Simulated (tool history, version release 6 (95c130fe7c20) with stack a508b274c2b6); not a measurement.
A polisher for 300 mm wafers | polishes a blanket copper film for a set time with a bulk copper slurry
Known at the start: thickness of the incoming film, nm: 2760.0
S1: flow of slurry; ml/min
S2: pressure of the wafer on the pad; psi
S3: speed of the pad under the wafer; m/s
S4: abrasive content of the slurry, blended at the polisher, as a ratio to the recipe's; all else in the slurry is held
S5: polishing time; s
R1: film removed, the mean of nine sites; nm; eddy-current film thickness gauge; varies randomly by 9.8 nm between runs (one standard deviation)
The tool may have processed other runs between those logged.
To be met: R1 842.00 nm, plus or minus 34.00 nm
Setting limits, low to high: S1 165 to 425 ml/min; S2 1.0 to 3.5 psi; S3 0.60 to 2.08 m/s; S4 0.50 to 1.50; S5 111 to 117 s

| run | hour | S1 | S2 | S3 | S4 | S5 | R1 |
|---|---|---|---|---|---|---|---|
| 1 | 0.0 | 275 | 2.2 | 1.34 | 1.00 | 111 | 1123.80 |
| 2 | 8.9 | 275 | 2.2 | 1.52 | 1.00 | 111 | 1251.70 |
| 3 | 16.7 | 275 | 2.2 | 1.66 | 1.00 | 111 | 1389.20 |
| 4 | 23.8 | 275 | 1.9 | 1.64 | 1.00 | 111 | 1186.40 |
| 5 | 26.6 | 275 | 1.9 | 1.64 | 1.00 | 111 | 1152.40 |
| 6 | 30.7 | 275 | 2.1 | 1.64 | 1.00 | 111 | 1297.50 |
| 7 | 31.8 | 275 | 1.9 | 1.64 | 1.00 | 111 | 1198.30 |
| 8 | 38.0 | 275 | 1.7 | 1.64 | 1.00 | 111 | 1061.90 |
| 9 | 43.1 | 275 | 1.6 | 1.64 | 1.00 | 111 | 1026.80 |
| 10 | 44.3 | 275 | 1.5 | 1.64 | 1.00 | 111 | 941.66 |
| 11 | 46.3 | 275 | 1.4 | 1.64 | 1.00 | 111 | 862.64 |

4 next moves are on the table. One of them brings every result within its allowed miss. Which?
| A | 48.3 | 230 | 1.6 | 1.58 | 1.05 | 113 | ? |
| B | 48.3 | 305 | 1.4 | 1.82 | 0.90 | 111 | ? |
| C | 48.3 | 325 | 1.3 | 1.60 | 1.05 | 116 | ? |
| D | 48.3 | 270 | 1.4 | 1.70 | 0.95 | 115 | ? |

| move | R1 |
|---|---|
| A | 978.16 |
| B | 973.65 |
| C | 857.13 |
| D | 941.26 |
A: misses by more than the last run did
B: misses by more than the last run did
C: all results in spec
D: misses by more than the last run did
Go with C: it meets all targets.
